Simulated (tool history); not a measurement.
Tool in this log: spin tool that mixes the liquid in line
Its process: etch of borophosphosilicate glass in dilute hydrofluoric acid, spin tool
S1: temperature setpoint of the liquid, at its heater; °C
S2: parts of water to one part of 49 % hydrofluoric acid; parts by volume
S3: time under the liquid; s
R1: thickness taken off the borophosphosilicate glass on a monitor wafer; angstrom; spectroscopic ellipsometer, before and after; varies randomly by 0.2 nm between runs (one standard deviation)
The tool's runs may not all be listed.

Run 1, hour 0.0: S1 24.0 °C, S2 75 parts by volume, S3 65 s. Result: R1 371.66 angstrom.
Run 2, hour 1.1: S1 23.5 °C, S2 75 parts by volume, S3 65 s. Result: R1 367.67 angstrom.
Run 3, hour 9.8: S1 23.5 °C, S2 75 parts by volume, S3 70 s. Result: R1 395.11 angstrom.
Run 4, hour 14.3: S1 25.0 °C, S2 75 parts by volume, S3 70 s. Result: R1 419.97 angstrom.
Run 5, hour 20.6: S1 24.0 °C, S2 75 parts by volume, S3 70 s. Result: R1 404.24 angstrom.
Run 6, hour 22.0: S1 23.5 °C, S2 75 parts by volume, S3 70 s. Result: R1 395.14 angstrom.
Run 7, hour 27.6: S1 23.0 °C, S2 75 parts by volume, S3 70 s. Result: R1 387.85 angstrom.
Run 8, hour 36.2: S1 22.5 °C, S2 75 parts by volume, S3 70 s. Result: R1 384.78 angstrom.

What does the tool deliver on the next run?
Run 9, hour 40.7: S1 22.0 °C, S2 75 parts by volume, S3 70 s. Result: R1 ?.

{"run 9": {"R1": 368.86}}
